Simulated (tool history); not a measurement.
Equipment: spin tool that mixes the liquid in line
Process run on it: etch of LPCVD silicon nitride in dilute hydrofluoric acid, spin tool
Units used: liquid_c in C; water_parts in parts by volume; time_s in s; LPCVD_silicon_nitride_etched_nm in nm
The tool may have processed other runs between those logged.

run,hour,liquid_c,water_parts,time_s,LPCVD_silicon_nitride_etched_nm
1,0.0,24.0,60,295,2.8332
2,3.0,24.0,45,295,3.6546
3,9.4,24.0,55,295,3.0018
4,15.9,24.0,70,295,2.3065
5,23.3,24.0,70,315,2.5607
6,32.2,24.0,70,295,2.4540
7,32.8,24.5,70,295,2.6446
8,33.9,24.5,70,295,2.4909
9,38.9,25.0,70,295,2.6586
10,46.3,29.0,55,300,4.3261

What will run 11 give?
11,48.4,30.0,55,300,?

Run 11 produced LPCVD_silicon_nitride_etched_nm 4.7373 nm.

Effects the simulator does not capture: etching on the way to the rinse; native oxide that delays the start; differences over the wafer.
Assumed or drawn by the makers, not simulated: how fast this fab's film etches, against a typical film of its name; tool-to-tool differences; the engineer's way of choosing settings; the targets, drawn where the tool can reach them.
